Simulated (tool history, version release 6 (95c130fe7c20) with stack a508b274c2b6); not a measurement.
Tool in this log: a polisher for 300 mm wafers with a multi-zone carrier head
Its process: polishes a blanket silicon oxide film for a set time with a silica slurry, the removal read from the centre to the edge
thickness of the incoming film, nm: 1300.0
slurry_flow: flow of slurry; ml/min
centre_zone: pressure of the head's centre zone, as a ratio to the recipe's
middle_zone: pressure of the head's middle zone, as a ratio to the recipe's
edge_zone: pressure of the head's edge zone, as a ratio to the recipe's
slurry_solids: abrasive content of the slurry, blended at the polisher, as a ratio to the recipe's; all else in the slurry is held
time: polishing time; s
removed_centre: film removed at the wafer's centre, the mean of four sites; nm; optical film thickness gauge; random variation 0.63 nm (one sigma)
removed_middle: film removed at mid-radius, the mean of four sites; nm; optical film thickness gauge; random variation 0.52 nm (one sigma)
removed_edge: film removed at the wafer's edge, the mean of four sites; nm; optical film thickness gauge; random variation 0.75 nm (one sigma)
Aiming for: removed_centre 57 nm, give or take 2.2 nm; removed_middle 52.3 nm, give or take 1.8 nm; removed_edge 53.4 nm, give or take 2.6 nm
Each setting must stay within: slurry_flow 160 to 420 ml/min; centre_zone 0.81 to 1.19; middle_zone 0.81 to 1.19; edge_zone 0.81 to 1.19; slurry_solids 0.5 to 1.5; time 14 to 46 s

{"run": 1, "day": 0.0, "slurry_flow": 270, "centre_zone": 1, "middle_zone": 1, "edge_zone": 1, "slurry_solids": 1, "time": 30, "removed_centre": 83.172, "removed_middle": 81.95, "removed_edge": 79.654}
{"run": 2, "day": 0.271, "slurry_flow": 270, "centre_zone": 1, "middle_zone": 1.04, "edge_zone": 1, "slurry_solids": 1, "time": 30, "removed_centre": 82.222, "removed_middle": 86.623, "removed_edge": 81.542}
{"run": 3, "day": 0.346, "slurry_flow": 270, "centre_zone": 0.93, "middle_zone": 1.04, "edge_zone": 1, "slurry_solids": 1, "time": 30, "removed_centre": 76.76, "removed_middle": 83.965, "removed_edge": 80.976}
{"run": 4, "day": 0.646, "slurry_flow": 270, "centre_zone": 0.93, "middle_zone": 1, "edge_zone": 0.97, "slurry_solids": 0.9, "time": 29, "removed_centre": 69.535, "removed_middle": 75.022, "removed_edge": 71.828}
{"run": 5, "day": 0.896, "slurry_flow": 270, "centre_zone": 0.93, "middle_zone": 1, "edge_zone": 0.97, "slurry_solids": 0.8, "time": 29, "removed_centre": 64.573, "removed_middle": 70.483, "removed_edge": 68.214}
{"run": 6, "day": 1.171, "slurry_flow": 270, "centre_zone": 0.94, "middle_zone": 0.96, "edge_zone": 0.95, "slurry_solids": 0.75, "time": 29, "removed_centre": 63.539, "removed_middle": 65.763, "removed_edge": 62.939}
{"run": 7, "day": 1.288, "slurry_flow": 240, "centre_zone": 0.91, "middle_zone": 0.86, "edge_zone": 0.95, "slurry_solids": 0.6, "time": 29, "removed_centre": 52.125, "removed_middle": 51.218, "removed_edge": 54.362}
{"run": 8, "day": 1.55, "slurry_flow": 240, "centre_zone": 0.91, "middle_zone": 0.86, "edge_zone": 0.95, "slurry_solids": 0.6, "time": 29, "removed_centre": 52.337, "removed_middle": 50.709, "removed_edge": 54.085}
{"run": 9, "day": 1.838, "slurry_flow": 250, "centre_zone": 0.92, "middle_zone": 0.86, "edge_zone": 0.94, "slurry_solids": 0.6, "time": 29, "removed_centre": 51.605, "removed_middle": 50.768, "removed_edge": 54.006}
{"run": 10, "day": 1.883, "slurry_flow": 245, "centre_zone": 0.94, "middle_zone": 0.87, "edge_zone": 0.93, "slurry_solids": 0.6, "time": 29, "removed_centre": 52.779, "removed_middle": 51.141, "removed_edge": 52.424}
{"run": 11, "day": 2.225, "slurry_flow": 250, "centre_zone": 0.95, "middle_zone": 0.87, "edge_zone": 0.94, "slurry_solids": 0.6, "time": 29, "removed_centre": 54.96, "removed_middle": 51.573, "removed_edge": 53.924}

Exercise: of the 5 proposed moves below, exactly one satisfies all targets within the stated allowed misses. Which move is it?
{"run": "A", "day": 2.567, "slurry_flow": 265, "centre_zone": 0.9, "middle_zone": 0.87, "edge_zone": 0.87, "slurry_solids": 0.55, "time": 32, "removed_centre": "?", "removed_middle": "?", "removed_edge": "?"}
{"run": "B", "day": 2.567, "slurry_flow": 270, "centre_zone": 0.99, "middle_zone": 0.88, "edge_zone": 0.89, "slurry_solids": 0.55, "time": 31, "removed_centre": "?", "removed_middle": "?", "removed_edge": "?"}
{"run": "C", "day": 2.567, "slurry_flow": 205, "centre_zone": 0.93, "middle_zone": 0.83, "edge_zone": 1.03, "slurry_solids": 0.7, "time": 26, "removed_centre": "?", "removed_middle": "?", "removed_edge": "?"}
{"run": "D", "day": 2.567, "slurry_flow": 215, "centre_zone": 1.01, "middle_zone": 0.86, "edge_zone": 1.02, "slurry_solids": 0.55, "time": 30, "removed_centre": "?", "removed_middle": "?", "removed_edge": "?"}
{"run": "E", "day": 2.567, "slurry_flow": 325, "centre_zone": 0.89, "middle_zone": 0.86, "edge_zone": 0.97, "slurry_solids": 0.6, "time": 29, "removed_centre": "?", "removed_middle": "?", "removed_edge": "?"}

move=A removed_centre=52.718 removed_middle=53.281 removed_edge=54.665
move=B removed_centre=56.335 removed_middle=52.171 removed_edge=53.572
move=C removed_centre=51.135 removed_middle=48.234 removed_edge=56.106
move=D removed_centre=54.217 removed_middle=48.393 removed_edge=54.343
move=E removed_centre=51.482 removed_middle=52.026 removed_edge=56.448
A: moves away from the targets compared with the last run
B: all results in spec
C: moves away from the targets compared with the last run
D: moves away from the targets compared with the last run
E: moves away from the targets compared with the last run
Correct choice: B, which meets every target
